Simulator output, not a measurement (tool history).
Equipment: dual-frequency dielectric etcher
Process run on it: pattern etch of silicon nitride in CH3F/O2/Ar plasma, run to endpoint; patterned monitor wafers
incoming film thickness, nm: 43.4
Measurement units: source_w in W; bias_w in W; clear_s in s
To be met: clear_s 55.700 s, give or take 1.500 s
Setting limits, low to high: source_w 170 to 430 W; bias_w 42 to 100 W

run 1 hour=0.0 | source_w=300 bias_w=71 | clear_s=66.945
run 2 hour=4.1 | source_w=300 bias_w=60 | clear_s=70.567
run 3 hour=5.3 | source_w=270 bias_w=60 | clear_s=73.885
run 4 hour=11.0 | source_w=300 bias_w=63 | clear_s=69.585
run 5 hour=19.9 | source_w=300 bias_w=68 | clear_s=68.860
run 6 hour=24.7 | source_w=300 bias_w=74 | clear_s=66.272
run 7 hour=27.4 | source_w=320 bias_w=76 | clear_s=63.990
run 8 hour=33.1 | source_w=340 bias_w=77 | clear_s=60.836
run 9 hour=35.3 | source_w=340 bias_w=77 | clear_s=60.889
run 10 hour=41.8 | source_w=350 bias_w=78 | clear_s=59.955

Pick the move, out of 4, that brings all results within their allowed miss; only one does.
run A hour=48.3 | source_w=330 bias_w=80 | clear_s=?
run B hour=48.3 | source_w=340 bias_w=60 | clear_s=?
run C hour=48.3 | source_w=380 bias_w=54 | clear_s=?
run D hour=48.3 | source_w=390 bias_w=84 | clear_s=?

move=A clear_s=60.566
move=B clear_s=65.534
move=C clear_s=63.935
move=D clear_s=54.777
A: lands further from the targets than the last run did
B: lands further from the targets than the last run did
C: lands further from the targets than the last run did
D: each result inside its tolerance
D meets every target.

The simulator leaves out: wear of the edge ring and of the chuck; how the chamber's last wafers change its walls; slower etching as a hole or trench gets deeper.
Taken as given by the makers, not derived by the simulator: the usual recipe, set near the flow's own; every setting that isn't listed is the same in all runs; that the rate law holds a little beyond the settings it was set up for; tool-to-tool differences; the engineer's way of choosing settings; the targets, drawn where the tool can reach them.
